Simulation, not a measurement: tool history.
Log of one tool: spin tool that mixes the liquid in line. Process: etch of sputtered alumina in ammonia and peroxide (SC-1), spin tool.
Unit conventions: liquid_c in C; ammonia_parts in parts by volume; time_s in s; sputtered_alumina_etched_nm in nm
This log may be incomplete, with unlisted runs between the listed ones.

run  hour  liquid_c  ammonia_parts  time_s  sputtered_alumina_etched_nm
  1     0        52           0.95     130                       10.091
  2   5.3        52            1.1     130                       9.9612
  3  12.4        52            1.1     140                       10.953
  4  13.5        49            1.1     140                       9.1725
  5  16.1      47.5            1.1     140                       8.4736
  6  24.3      46.5            1.1     140                       7.9177
  7  28.4      45.5            1.1     140                       7.4944
  8  36.4      44.5            1.1     140                       7.1533
  9  40.1      43.5            1.1     140                       6.8096
 10  46.2        43            1.1     140                       6.5174

Run 11, settings as shown, results not yet in. Your forecast:
 11    52      42.5            1.1     140                            ?

sputtered_alumina_etched_nm: 6.396 nm

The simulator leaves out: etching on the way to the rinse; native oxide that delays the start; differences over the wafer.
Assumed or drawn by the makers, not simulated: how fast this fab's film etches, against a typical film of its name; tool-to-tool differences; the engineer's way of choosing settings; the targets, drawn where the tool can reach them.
